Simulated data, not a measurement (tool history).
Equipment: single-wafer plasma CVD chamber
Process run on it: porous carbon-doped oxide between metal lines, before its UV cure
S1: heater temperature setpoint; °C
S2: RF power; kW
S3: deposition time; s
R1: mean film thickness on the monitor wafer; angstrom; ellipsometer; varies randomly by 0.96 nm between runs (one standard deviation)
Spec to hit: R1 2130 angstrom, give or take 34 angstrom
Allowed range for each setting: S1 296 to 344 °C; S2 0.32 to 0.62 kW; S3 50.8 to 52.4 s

{"run": 1, "day": 0.0, "S1": 320, "S2": 0.47, "S3": 50.8, "R1": 2543.8}
{"run": 2, "day": 0.329, "S1": 328, "S2": 0.47, "S3": 50.8, "R1": 2410.8}
{"run": 3, "day": 0.658, "S1": 333, "S2": 0.47, "S3": 50.8, "R1": 2348.5}
{"run": 4, "day": 0.896, "S1": 333, "S2": 0.47, "S3": 52.4, "R1": 2445.8}
{"run": 5, "day": 1.238, "S1": 333, "S2": 0.51, "S3": 52.4, "R1": 2612.6}
{"run": 6, "day": 1.267, "S1": 343, "S2": 0.51, "S3": 52.4, "R1": 2469.6}
{"run": 7, "day": 1.292, "S1": 343, "S2": 0.49, "S3": 52.3, "R1": 2381.4}
{"run": 8, "day": 1.467, "S1": 344, "S2": 0.415, "S3": 52, "R1": 2022.3}
{"run": 9, "day": 1.658, "S1": 342, "S2": 0.415, "S3": 52, "R1": 2030.4}
{"run": 10, "day": 1.867, "S1": 340, "S2": 0.415, "S3": 52, "R1": 2071.7}

5 next moves are on the table. One of them brings every result within its allowed miss. Which?
{"run": "A", "day": 2.075, "S1": 337, "S2": 0.41, "S3": 51.5, "R1": "?"}
{"run": "B", "day": 2.075, "S1": 341, "S2": 0.425, "S3": 52.4, "R1": "?"}
{"run": "C", "day": 2.075, "S1": 336, "S2": 0.405, "S3": 52, "R1": "?"}
{"run": "D", "day": 2.075, "S1": 343, "S2": 0.43, "S3": 50.8, "R1": "?"}
{"run": "E", "day": 2.075, "S1": 343, "S2": 0.42, "S3": 51.5, "R1": "?"}

move=A R1=2056
move=B R1=2123.1
move=C R1=2060.9
move=D R1=2062.5
move=E R1=2042.6
A: misses by more than the last run did
B: hits every target within its allowed miss
C: misses by more than the last run did
D: misses by more than the last run did
E: misses by more than the last run did
Move B is the one to make.
